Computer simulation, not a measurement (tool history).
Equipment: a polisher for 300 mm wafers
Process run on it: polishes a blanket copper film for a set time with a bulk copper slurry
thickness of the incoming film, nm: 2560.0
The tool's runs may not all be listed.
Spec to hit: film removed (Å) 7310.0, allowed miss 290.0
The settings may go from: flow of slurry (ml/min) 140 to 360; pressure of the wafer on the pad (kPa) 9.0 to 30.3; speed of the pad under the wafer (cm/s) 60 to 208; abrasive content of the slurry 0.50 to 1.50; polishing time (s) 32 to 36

| run | hour | flow of slurry (ml/min) | pressure of the wafer on the pad (kPa) | speed of the pad under the wafer (cm/s) | abrasive content of the slurry | polishing time (s) | film removed (Å) |
|---|---|---|---|---|---|---|---|
| 1 | 0.0 | 230 | 19.3 | 134 | 1.00 | 36 | 4940.3 |
| 2 | 8.5 | 230 | 20.7 | 134 | 1.00 | 36 | 5269.2 |
| 3 | 9.7 | 230 | 20.7 | 134 | 0.90 | 36 | 5265.1 |
| 4 | 16.7 | 230 | 20.7 | 156 | 0.90 | 36 | 5786.8 |
| 5 | 20.0 | 230 | 17.9 | 156 | 0.90 | 36 | 4937.6 |
|  | 20.8 | slurry blender recalibrated |
| 6 | 20.8 | 230 | 18.6 | 156 | 0.90 | 36 | 5680.1 |
| 7 | 27.4 | 230 | 19.3 | 156 | 0.90 | 36 | 5767.3 |
| 8 | 31.4 | 230 | 20.0 | 156 | 0.90 | 36 | 5991.0 |

Exactly one of the 4 candidate moves below puts every result within its allowed miss. Which one?
| A | 35.4 | 250 | 15.9 | 154 | 0.95 | 33 | ? |
| B | 35.4 | 225 | 22.1 | 176 | 0.85 | 36 | ? |
| C | 35.4 | 245 | 29.0 | 150 | 0.65 | 36 | ? |
| D | 35.4 | 250 | 15.2 | 152 | 1.30 | 32 | ? |

| move | film removed (Å) |
|---|---|
| A | 4412.6 |
| B | 7100.3 |
| C | 7914.5 |
| D | 4310.9 |
A: moves away from the targets compared with the last run
B: every result lands within tolerance
C: takes the result that was furthest off past its target
D: moves away from the targets compared with the last run
So the answer is move B, the one that meets all the targets.
